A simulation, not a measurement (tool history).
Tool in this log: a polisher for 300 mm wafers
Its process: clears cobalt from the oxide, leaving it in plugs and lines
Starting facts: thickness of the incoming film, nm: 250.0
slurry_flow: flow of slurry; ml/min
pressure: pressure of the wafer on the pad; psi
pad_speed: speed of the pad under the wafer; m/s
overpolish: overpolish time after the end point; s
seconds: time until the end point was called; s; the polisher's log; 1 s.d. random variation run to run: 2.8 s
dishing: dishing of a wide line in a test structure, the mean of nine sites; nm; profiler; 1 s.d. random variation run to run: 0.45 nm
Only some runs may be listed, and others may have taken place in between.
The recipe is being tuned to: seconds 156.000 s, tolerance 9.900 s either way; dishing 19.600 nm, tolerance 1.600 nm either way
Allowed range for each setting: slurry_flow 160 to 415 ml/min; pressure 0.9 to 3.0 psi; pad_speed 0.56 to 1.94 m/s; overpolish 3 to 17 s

run,hour,slurry_flow,pressure,pad_speed,overpolish,seconds,dishing
1,0.0,265,1.9,1.24,9,54.327,33.846
2,7.8,265,1.6,1.24,9,66.188,30.581
3,14.0,265,1.6,1.24,5,67.247,17.748
4,18.4,265,1.6,1.06,5,74.036,16.662
5,23.9,245,1.4,0.92,7,96.806,16.908
6,28.6,215,1.4,0.92,7,99.750,16.972
7,29.9,210,1.3,0.88,8,110.100,17.534
8,31.0,205,1.2,0.84,9,124.340,17.303
9,34.0,205,1.2,0.84,9,121.440,16.987
10,40.8,200,1.1,0.82,10,134.610,17.195
11,43.1,195,1.1,0.82,11,136.360,18.555
12,47.0,195,1.1,0.82,12,141.870,20.338
13,48.5,195,0.9,0.80,12,167.110,16.831

Next run, 4 choices. One meets every target within its allowed miss, the rest don't. Which?
A,50.0,160,1.0,1.02,13,?,?
B,50.0,210,0.9,0.86,10,?,?
C,50.0,185,1.1,0.74,10,?,?
D,50.0,235,0.9,0.88,13,?,?

move,seconds,dishing
A,126.450,22.950
B,159.230,14.852
C,150.950,15.587
D,155.010,19.249
A: pushes the last run's worst result past its target
B: moves away from the targets compared with the last run
C: moves away from the targets compared with the last run
D: meets every target
Correct choice: D, which meets every target
